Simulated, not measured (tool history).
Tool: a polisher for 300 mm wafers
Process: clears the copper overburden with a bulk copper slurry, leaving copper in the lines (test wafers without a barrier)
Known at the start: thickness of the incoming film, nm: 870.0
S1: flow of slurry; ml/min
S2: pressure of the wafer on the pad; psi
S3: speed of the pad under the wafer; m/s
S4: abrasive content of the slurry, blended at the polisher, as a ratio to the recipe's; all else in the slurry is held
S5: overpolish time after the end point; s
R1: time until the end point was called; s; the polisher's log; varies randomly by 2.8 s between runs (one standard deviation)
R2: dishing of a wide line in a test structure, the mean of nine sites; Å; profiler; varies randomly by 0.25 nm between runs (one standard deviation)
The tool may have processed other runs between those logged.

| run | hour | S1 | S2 | S3 | S4 | S5 | R1 | R2 |
|---|---|---|---|---|---|---|---|---|
| 1 | 0.0 | 260 | 2.7 | 0.96 | 1.00 | 10 | 107.790 | 515.500 |
| 2 | 0.8 | 260 | 2.7 | 1.10 | 1.00 | 10 | 95.566 | 559.080 |
| 3 | 8.9 | 260 | 2.7 | 1.10 | 1.10 | 10 | 94.368 | 603.640 |
| 4 | 15.7 | 260 | 2.7 | 1.10 | 1.25 | 10 | 87.845 | 601.620 |
| 5 | 17.6 | 260 | 2.2 | 1.10 | 1.25 | 10 | 107.210 | 521.040 |
| 6 | 25.9 | 260 | 2.2 | 1.00 | 1.25 | 10 | 118.930 | 485.030 |
| 7 | 34.6 | 225 | 2.2 | 0.92 | 1.00 | 8 | 137.970 | 356.950 |

Run 8 is up next; what results do you expect?
| 8 | 36.5 | 155 | 1.5 | 1.00 | 0.75 | 3 | ? | ? |

R1: 206.270 s
R2: 96.117 Å
